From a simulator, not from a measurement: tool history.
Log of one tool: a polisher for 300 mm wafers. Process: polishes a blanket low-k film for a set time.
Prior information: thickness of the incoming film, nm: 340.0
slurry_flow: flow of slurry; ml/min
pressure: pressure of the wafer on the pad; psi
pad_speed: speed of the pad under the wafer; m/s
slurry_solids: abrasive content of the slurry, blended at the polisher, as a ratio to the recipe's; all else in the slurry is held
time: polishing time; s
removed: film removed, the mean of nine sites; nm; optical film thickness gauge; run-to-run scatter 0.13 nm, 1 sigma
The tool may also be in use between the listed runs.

Run 1, hour 0: slurry_flow 210 ml/min, pressure 1.8 psi, pad_speed 0.84 m/s, slurry_solids 1, time 108 s. Result: removed 32.785 nm.
Run 2, hour 3.8: slurry_flow 180 ml/min, pressure 1.8 psi, pad_speed 0.84 m/s, slurry_solids 1, time 108 s. Result: removed 32.038 nm.
Run 3, hour 6.6: slurry_flow 180 ml/min, pressure 1.8 psi, pad_speed 0.84 m/s, slurry_solids 1.1, time 108 s. Result: removed 33.376 nm.
Run 4, hour 12.3: slurry_flow 175 ml/min, pressure 1.5 psi, pad_speed 0.84 m/s, slurry_solids 1.1, time 108 s. Result: removed 27.557 nm.
Run 5, hour 14.4: slurry_flow 170 ml/min, pressure 1.3 psi, pad_speed 0.84 m/s, slurry_solids 1.1, time 108 s. Result: removed 24.08 nm.
Run 6, hour 23.2: slurry_flow 170 ml/min, pressure 1.3 psi, pad_speed 0.84 m/s, slurry_solids 1, time 108 s. Result: removed 23.103 nm.

Expected results for the next run?
Run 7, hour 26.3: slurry_flow 165 ml/min, pressure 1.2 psi, pad_speed 0.84 m/s, slurry_solids 1, time 108 s. Result: removed ?.

{"run 7": {"removed": 21.437}}
